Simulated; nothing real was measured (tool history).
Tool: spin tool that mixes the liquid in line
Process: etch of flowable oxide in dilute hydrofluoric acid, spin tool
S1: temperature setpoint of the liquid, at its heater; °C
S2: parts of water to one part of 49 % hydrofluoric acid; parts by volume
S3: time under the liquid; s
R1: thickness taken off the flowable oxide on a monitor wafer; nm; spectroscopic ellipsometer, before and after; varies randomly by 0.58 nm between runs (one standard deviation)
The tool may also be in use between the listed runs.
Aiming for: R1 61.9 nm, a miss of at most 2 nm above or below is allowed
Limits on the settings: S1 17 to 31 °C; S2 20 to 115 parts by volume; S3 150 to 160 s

run,hour,S1,S2,S3,R1
1,0,23,65,150,78.105
2,1.2,26.5,65,150,90.621
3,5,24,65,150,80.152
4,13.4,22.5,65,150,76.881
5,15.6,19.5,65,150,68.246
6,18.9,19.5,65,150,66.646
7,27.3,19.5,65,150,67.239
8,30.9,19,65,150,66.347
9,36.5,18.5,65,150,64.721

Exercise: of the 4 proposed moves below, exactly one satisfies all targets within the stated allowed misses. Which move is it?
A,42.1,17.5,65,150,?
B,42.1,17,60,150,?
C,42.1,21,85,160,?
D,42.1,17,70,155,?

move,R1
A,62.991
B,67.157
C,58.179
D,58.834
A: meets every target
B: further off than the last run
C: pushes the last run's worst result past its target
D: pushes the last run's worst result past its target
A meets every target.

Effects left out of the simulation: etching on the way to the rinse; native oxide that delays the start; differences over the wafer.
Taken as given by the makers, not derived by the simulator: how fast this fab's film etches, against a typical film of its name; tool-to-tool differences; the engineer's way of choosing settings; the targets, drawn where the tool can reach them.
